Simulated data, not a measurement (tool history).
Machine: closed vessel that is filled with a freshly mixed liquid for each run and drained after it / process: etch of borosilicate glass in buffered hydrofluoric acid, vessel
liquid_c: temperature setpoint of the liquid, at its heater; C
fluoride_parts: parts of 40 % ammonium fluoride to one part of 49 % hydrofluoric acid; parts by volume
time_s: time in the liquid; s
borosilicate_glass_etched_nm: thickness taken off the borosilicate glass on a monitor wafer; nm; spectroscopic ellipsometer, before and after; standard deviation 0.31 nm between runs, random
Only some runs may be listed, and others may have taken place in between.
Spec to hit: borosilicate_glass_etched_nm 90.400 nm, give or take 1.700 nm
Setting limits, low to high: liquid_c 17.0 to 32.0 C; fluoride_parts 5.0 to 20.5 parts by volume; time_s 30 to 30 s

run 1 hour=0.0 | liquid_c=25.0 fluoride_parts=12.5 time_s=30 | borosilicate_glass_etched_nm=35.614
run 2 hour=8.7 | liquid_c=27.0 fluoride_parts=10.5 time_s=30 | borosilicate_glass_etched_nm=46.026
run 3 hour=15.5 | liquid_c=28.5 fluoride_parts=9.0 time_s=30 | borosilicate_glass_etched_nm=57.780
run 4 hour=20.3 | liquid_c=29.5 fluoride_parts=8.0 time_s=30 | borosilicate_glass_etched_nm=69.213
run 5 hour=25.1 | liquid_c=29.5 fluoride_parts=10.5 time_s=30 | borosilicate_glass_etched_nm=52.487
run 6 hour=26.4 | liquid_c=29.5 fluoride_parts=10.5 time_s=30 | borosilicate_glass_etched_nm=52.434
run 7 hour=27.4 | liquid_c=30.5 fluoride_parts=9.0 time_s=30 | borosilicate_glass_etched_nm=64.103
run 8 hour=28.6 | liquid_c=30.5 fluoride_parts=9.0 time_s=30 | borosilicate_glass_etched_nm=64.034
-- hour=30.1 hydrofluoric acid flow meter replaced
run 9 hour=30.1 | liquid_c=31.0 fluoride_parts=8.0 time_s=30 | borosilicate_glass_etched_nm=66.174
run 10 hour=33.4 | liquid_c=31.5 fluoride_parts=7.0 time_s=30 | borosilicate_glass_etched_nm=78.599

4 candidate next runs follow, results not yet known. Just one meets every target within its allowed miss. Identify it.
run A hour=36.7 | liquid_c=32.0 fluoride_parts=6.5 time_s=30 | borosilicate_glass_etched_nm=?
run B hour=36.7 | liquid_c=31.0 fluoride_parts=5.5 time_s=30 | borosilicate_glass_etched_nm=?
run C hour=36.7 | liquid_c=30.0 fluoride_parts=5.5 time_s=30 | borosilicate_glass_etched_nm=?
run D hour=36.7 | liquid_c=30.5 fluoride_parts=6.0 time_s=30 | borosilicate_glass_etched_nm=?

move=A borosilicate_glass_etched_nm=86.483
move=B borosilicate_glass_etched_nm=95.292
move=C borosilicate_glass_etched_nm=90.555
move=D borosilicate_glass_etched_nm=86.051
A: closes in on the targets versus the last run, not all within tolerance yet
B: carries the result that was furthest off beyond its target, to the other side
C: hits every target within its allowed miss
D: closes in on the targets versus the last run, not all within tolerance yet
C is the move that brings every result within its allowed miss.

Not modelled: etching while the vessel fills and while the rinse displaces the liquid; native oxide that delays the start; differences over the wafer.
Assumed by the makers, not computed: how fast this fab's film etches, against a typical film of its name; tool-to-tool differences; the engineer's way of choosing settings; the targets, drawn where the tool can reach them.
